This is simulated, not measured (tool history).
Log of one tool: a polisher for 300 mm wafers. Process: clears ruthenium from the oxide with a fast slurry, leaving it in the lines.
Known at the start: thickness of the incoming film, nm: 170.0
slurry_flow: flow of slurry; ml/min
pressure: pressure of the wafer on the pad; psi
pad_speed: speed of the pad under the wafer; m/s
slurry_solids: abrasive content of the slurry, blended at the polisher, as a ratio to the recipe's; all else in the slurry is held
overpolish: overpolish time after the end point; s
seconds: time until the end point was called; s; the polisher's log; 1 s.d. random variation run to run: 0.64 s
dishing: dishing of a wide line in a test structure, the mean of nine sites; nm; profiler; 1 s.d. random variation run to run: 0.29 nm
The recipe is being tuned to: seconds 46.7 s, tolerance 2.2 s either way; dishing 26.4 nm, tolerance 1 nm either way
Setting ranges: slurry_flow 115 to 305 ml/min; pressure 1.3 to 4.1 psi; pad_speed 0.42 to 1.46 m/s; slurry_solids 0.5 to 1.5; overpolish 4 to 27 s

{"run": 1, "day": 0.0, "slurry_flow": 195, "pressure": 2.7, "pad_speed": 0.94, "slurry_solids": 1, "overpolish": 14, "seconds": 43.644, "dishing": 35.961}
{"run": 2, "day": 0.346, "slurry_flow": 195, "pressure": 2.7, "pad_speed": 0.94, "slurry_solids": 1, "overpolish": 13, "seconds": 42.613, "dishing": 34.58}
{"run": 3, "day": 0.375, "slurry_flow": 200, "pressure": 2.5, "pad_speed": 0.94, "slurry_solids": 1, "overpolish": 11, "seconds": 45.989, "dishing": 28.48}
{"run": 4, "day": 0.717, "slurry_flow": 200, "pressure": 2.5, "pad_speed": 0.94, "slurry_solids": 0.85, "overpolish": 11, "seconds": 49.618, "dishing": 26.787}
{"run": 5, "day": 0.75, "slurry_flow": 200, "pressure": 2.5, "pad_speed": 0.94, "slurry_solids": 0.65, "overpolish": 11, "seconds": 54.823, "dishing": 24.467}
{"run": 6, "day": 1.054, "slurry_flow": 200, "pressure": 2.5, "pad_speed": 0.94, "slurry_solids": 0.65, "overpolish": 14, "seconds": 56.175, "dishing": 29.425}
{"run": 7, "day": 1.296, "slurry_flow": 205, "pressure": 2.7, "pad_speed": 0.94, "slurry_solids": 0.65, "overpolish": 12, "seconds": 53.513, "dishing": 27.809}
{"run": 8, "day": 1.646, "slurry_flow": 210, "pressure": 3.2, "pad_speed": 0.96, "slurry_solids": 0.65, "overpolish": 8, "seconds": 44.499, "dishing": 23.57}
{"run": 9, "day": 2.017, "slurry_flow": 210, "pressure": 3.1, "pad_speed": 0.96, "slurry_solids": 0.65, "overpolish": 9, "seconds": 44.105, "dishing": 24.847}
{"run": 10, "day": 2.333, "slurry_flow": 195, "pressure": 2.9, "pad_speed": 0.96, "slurry_solids": 0.65, "overpolish": 11, "seconds": 48.78, "dishing": 27.61}

Next run, 4 choices. One meets every target within its allowed miss, the rest don't. Which?
{"run": "A", "day": 2.65, "slurry_flow": 250, "pressure": 3.5, "pad_speed": 0.84, "slurry_solids": 0.55, "overpolish": 12, "seconds": "?", "dishing": "?"}
{"run": "B", "day": 2.65, "slurry_flow": 200, "pressure": 3.2, "pad_speed": 0.82, "slurry_solids": 0.6, "overpolish": 10, "seconds": "?", "dishing": "?"}
{"run": "C", "day": 2.65, "slurry_flow": 240, "pressure": 2.5, "pad_speed": 1.12, "slurry_solids": 0.65, "overpolish": 10, "seconds": "?", "dishing": "?"}
{"run": "D", "day": 2.65, "slurry_flow": 185, "pressure": 2.9, "pad_speed": 1, "slurry_solids": 0.65, "overpolish": 9, "seconds": "?", "dishing": "?"}

move=A seconds=48.745 dishing=29.708
move=B seconds=53.111 dishing=24.003
move=C seconds=47.98 dishing=26.064
move=D seconds=47.163 dishing=24.268
A: misses by more than the last run did
B: moves the result that the last run missed by most past its target, out the other side
C: every result within its allowed miss
D: moves the result that the last run missed by most past its target, out the other side
Answer: C

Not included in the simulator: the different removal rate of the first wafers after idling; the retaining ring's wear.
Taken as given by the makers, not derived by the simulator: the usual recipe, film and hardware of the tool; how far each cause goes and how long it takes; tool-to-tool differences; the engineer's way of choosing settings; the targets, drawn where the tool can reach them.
